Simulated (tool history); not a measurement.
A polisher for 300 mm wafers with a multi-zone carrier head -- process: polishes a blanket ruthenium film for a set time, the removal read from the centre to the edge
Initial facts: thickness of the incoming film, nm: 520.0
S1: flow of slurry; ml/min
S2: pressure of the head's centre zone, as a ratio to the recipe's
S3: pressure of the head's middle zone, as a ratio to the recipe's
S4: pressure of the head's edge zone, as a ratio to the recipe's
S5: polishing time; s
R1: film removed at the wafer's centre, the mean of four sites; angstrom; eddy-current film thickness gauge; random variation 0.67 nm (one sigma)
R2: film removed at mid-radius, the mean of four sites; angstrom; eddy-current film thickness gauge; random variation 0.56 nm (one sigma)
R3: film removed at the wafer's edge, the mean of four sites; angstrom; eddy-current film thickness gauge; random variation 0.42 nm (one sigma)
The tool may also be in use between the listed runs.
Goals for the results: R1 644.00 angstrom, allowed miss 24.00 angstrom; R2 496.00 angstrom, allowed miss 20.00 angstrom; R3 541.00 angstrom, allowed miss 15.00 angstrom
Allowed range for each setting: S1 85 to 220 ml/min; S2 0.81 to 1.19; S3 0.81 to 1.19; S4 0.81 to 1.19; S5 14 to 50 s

Run 1, hour 0.0: S1 140 ml/min, S2 1.00, S3 1.00, S4 1.00, S5 32 s. Result: R1 376.00 angstrom, R2 351.62 angstrom, R3 364.51 angstrom.
Run 2, hour 1.7: S1 140 ml/min, S2 1.00, S3 0.92, S4 1.00, S5 32 s. Result: R1 374.90 angstrom, R2 330.49 angstrom, R3 368.65 angstrom.
Run 3, hour 5.8: S1 140 ml/min, S2 1.00, S3 0.92, S4 1.00, S5 39 s. Result: R1 452.54 angstrom, R2 402.54 angstrom, R3 446.69 angstrom.
Run 4, hour 11.1: S1 160 ml/min, S2 1.00, S3 0.92, S4 1.00, S5 39 s. Result: R1 469.15 angstrom, R2 413.74 angstrom, R3 455.86 angstrom.
Run 5, hour 17.3: S1 170 ml/min, S2 1.04, S3 0.94, S4 1.03, S5 40 s. Result: R1 506.22 angstrom, R2 431.88 angstrom, R3 477.07 angstrom.
Run 6, hour 19.3: S1 180 ml/min, S2 1.07, S3 0.95, S4 1.05, S5 41 s. Result: R1 538.38 angstrom, R2 466.08 angstrom, R3 506.29 angstrom.
Run 7, hour 25.3: S1 185 ml/min, S2 1.10, S3 0.94, S4 1.05, S5 41 s. Result: R1 555.70 angstrom, R2 449.52 angstrom, R3 500.64 angstrom.
Run 8, hour 33.0: S1 190 ml/min, S2 1.12, S3 0.95, S4 1.06, S5 41 s. Result: R1 566.86 angstrom, R2 456.00 angstrom, R3 508.99 angstrom.
Run 9, hour 38.3: S1 195 ml/min, S2 1.14, S3 0.96, S4 1.06, S5 41 s. Result: R1 586.95 angstrom, R2 463.24 angstrom, R3 501.39 angstrom.
Run 10, hour 43.4: S1 200 ml/min, S2 1.15, S3 0.96, S4 1.07, S5 41 s. Result: R1 592.80 angstrom, R2 476.43 angstrom, R3 511.49 angstrom.
Run 11, hour 47.5: S1 215 ml/min, S2 1.19, S3 0.93, S4 1.09, S5 42 s. Result: R1 636.25 angstrom, R2 474.91 angstrom, R3 527.79 angstrom.
Run 12, hour 49.5: S1 215 ml/min, S2 1.19, S3 0.94, S4 1.09, S5 42 s. Result: R1 623.58 angstrom, R2 470.87 angstrom, R3 527.10 angstrom.

Exactly one of the 5 candidate moves below puts every result within its allowed miss. Which one?
Run A, hour 51.5: S1 220 ml/min, S2 1.17, S3 1.02, S4 1.07, S5 46 s. Result: R1 ?, R2 ?, R3 ?.
Run B, hour 51.5: S1 200 ml/min, S2 1.19, S3 0.88, S4 1.11, S5 43 s. Result: R1 ?, R2 ?, R3 ?.
Run C, hour 51.5: S1 215 ml/min, S2 1.14, S3 0.92, S4 0.99, S5 45 s. Result: R1 ?, R2 ?, R3 ?.
Run D, hour 51.5: S1 220 ml/min, S2 1.07, S3 0.98, S4 1.14, S5 42 s. Result: R1 ?, R2 ?, R3 ?.
Run E, hour 51.5: S1 220 ml/min, S2 1.19, S3 0.99, S4 1.03, S5 47 s. Result: R1 ?, R2 ?, R3 ?.

move      R1      R2      R3
   A  693.46  559.30  573.31
   B  648.87  455.78  541.46
   C  658.11  500.28  539.36
   D  578.53  493.91  540.83
   E  720.58  557.20  575.07
A: the result that was furthest off in the last run now lies on the other side of its target
B: its largest miss is bigger than the last run's
C: all results land within tolerance of their targets
D: corrects the largest miss of the last run, while another result sits out of spec
E: the result that was furthest off in the last run now lies on the other side of its target
C is the move that brings every result within its allowed miss.

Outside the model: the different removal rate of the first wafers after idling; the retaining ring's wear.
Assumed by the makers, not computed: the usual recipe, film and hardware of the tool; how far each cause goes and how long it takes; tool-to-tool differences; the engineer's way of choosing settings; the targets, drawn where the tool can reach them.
